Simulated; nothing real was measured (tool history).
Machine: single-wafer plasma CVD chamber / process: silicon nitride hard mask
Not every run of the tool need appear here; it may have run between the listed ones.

run  hour  heater temperature setpoint (K)  chamber pressure (Torr)  RF power (W)  deposition time (s)  mean film thickness on the monitor wafer (angstrom)
  1     0                           658.15                     1.42           275                 32.2                                               339.41
  2   5.1                           658.15                     1.42           275                 33.2                                               347.81
  3   6.3                           658.15                     1.33           270                 33.2                                               337.27
  4  10.6                           658.15                     1.57           270                 33.2                                               350.84
  5  19.2                           658.15                     1.71           270                 33.2                                               361.05
  6  19.9                           658.15                     1.59           265                 33.2                                               348.12
  7  20.9                           658.15                     1.49           260                 33.2                                                335.7
  8  25.4                           658.15                     1.41           260                 33.2                                               334.69

The next listed run, before its measurement:
  9  27.4                           658.15                     1.13           230                 33.1                                                    ?

{"run 9": {"mean film thickness on the monitor wafer (angstrom)": 284.98}}
